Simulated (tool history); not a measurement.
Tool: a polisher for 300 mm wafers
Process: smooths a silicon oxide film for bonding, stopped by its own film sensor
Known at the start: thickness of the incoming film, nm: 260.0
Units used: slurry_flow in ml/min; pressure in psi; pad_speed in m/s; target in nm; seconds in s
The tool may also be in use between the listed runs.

run  hour  slurry_flow  pressure  pad_speed  slurry_solids  target  seconds
  1   0.0          185       2.2       0.94            1.0     202   96.453
  2   2.7          185       2.2       1.12            1.0     202   81.279
  3   5.7          185       2.6       1.14            1.0     202   70.223
  4  11.0          185       2.8       1.14            1.0     202   63.807
  5  18.7          185       3.0       1.16            1.0     202   58.399
  6  21.3          185       3.0       1.16            1.0     202   58.967
  7  25.9          185       3.2       1.18            1.0     202   55.738

For run 8, what comes out?
  8  28.2          185       3.3       1.22            1.0     202        ?

Logged for run 8: seconds 52.344 s.
